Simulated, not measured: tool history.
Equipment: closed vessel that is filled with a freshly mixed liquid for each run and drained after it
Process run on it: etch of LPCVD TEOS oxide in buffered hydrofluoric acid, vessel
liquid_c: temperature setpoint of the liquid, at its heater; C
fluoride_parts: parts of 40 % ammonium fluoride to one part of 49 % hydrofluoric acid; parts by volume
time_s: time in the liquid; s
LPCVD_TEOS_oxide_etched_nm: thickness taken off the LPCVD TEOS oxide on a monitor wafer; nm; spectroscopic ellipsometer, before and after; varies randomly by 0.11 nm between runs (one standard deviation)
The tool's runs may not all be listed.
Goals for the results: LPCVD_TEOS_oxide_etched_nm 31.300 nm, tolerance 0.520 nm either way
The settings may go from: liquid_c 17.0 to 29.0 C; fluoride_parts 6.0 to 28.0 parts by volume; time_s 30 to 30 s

run    day  liquid_c  fluoride_parts  time_s  LPCVD_TEOS_oxide_etched_nm
  1  0.000      21.0            17.0      30                      37.893
  2  0.046      20.5            17.0      30                      36.943
  3  0.133      23.5            17.0      30                      43.868
  4  0.338      22.5            17.0      30                      41.392
  5  0.583      21.5            17.0      30                      39.275
  6  0.767      21.0            17.0      30                      38.103
  7  0.867      20.5            17.0      30                      36.862
  8  1.108      20.5            17.0      30                      36.963
  9  1.308      20.0            17.0      30                      35.868
 10  1.346      19.5            17.0      30                      35.093
 11  1.567      19.0            17.0      30                      33.939
 12  1.600      18.0            17.0      30                      32.175

Of the 4 settings listed for the next run, only one would bring every result within its allowed miss of target. Which one?
  A  1.633      19.5            20.0      30                           ?
  B  1.633      18.0            16.5      30                           ?
  C  1.633      17.0            17.0      30                           ?
  D  1.633      17.0            16.5      30                           ?

move  LPCVD_TEOS_oxide_etched_nm
   A                      29.753
   B                      33.050
   C                      30.312
   D                      31.218
A: moves the result that the last run missed by most past its target, out the other side
B: further off than the last run
C: moves the result that the last run missed by most past its target, out the other side
D: all results land within tolerance of their targets
Correct choice: D, which meets every target

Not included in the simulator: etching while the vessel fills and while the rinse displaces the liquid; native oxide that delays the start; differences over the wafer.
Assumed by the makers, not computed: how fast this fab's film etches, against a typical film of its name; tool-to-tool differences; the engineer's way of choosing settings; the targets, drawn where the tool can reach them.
